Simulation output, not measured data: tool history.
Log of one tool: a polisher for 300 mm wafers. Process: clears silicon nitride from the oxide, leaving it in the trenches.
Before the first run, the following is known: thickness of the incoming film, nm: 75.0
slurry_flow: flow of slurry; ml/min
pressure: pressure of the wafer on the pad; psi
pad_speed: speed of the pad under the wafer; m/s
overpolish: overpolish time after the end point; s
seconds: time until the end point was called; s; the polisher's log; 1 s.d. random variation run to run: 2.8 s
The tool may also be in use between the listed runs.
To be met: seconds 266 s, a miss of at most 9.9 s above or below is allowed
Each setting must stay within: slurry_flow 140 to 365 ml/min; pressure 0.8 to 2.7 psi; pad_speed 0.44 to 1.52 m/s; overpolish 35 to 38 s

run,hour,slurry_flow,pressure,pad_speed,overpolish,seconds
1,0,235,1.7,0.98,35,142.96
2,3.7,235,1.7,1.1,35,124.19
3,9.9,235,1.7,0.92,35,149.12
4,14.8,235,1.5,0.92,35,167.9
5,21.7,235,1.4,0.9,35,179.88
6,29.6,235,1.4,1.08,35,155.16
7,32.7,235,1.3,1.04,35,166.59
8,34.2,235,1.2,1,35,185.62
9,39.5,235,1.1,0.98,35,204.85
10,44.1,235,1,0.96,35,232.35
11,53,235,0.9,0.96,35,255.11
12,59.6,235,0.8,0.96,35,280.34
13,62.4,235,0.9,0.96,35,250.77
14,70.8,235,0.9,0.96,35,254.44

Pick the move, out of 5, that brings all results within their allowed miss; only one does.
A,79.2,260,1,0.76,35,?
B,79.2,220,1,0.9,35,?
C,79.2,220,1,0.92,35,?
D,79.2,275,1,0.74,38,?
E,79.2,270,0.9,0.88,35,?

move,seconds
A,282.5
B,243.8
C,238.67
D,288.42
E,267.66
A: moves the result that the last run missed by most past its target, out the other side
B: further off than the last run
C: further off than the last run
D: moves the result that the last run missed by most past its target, out the other side
E: all results in spec
The right move is E.
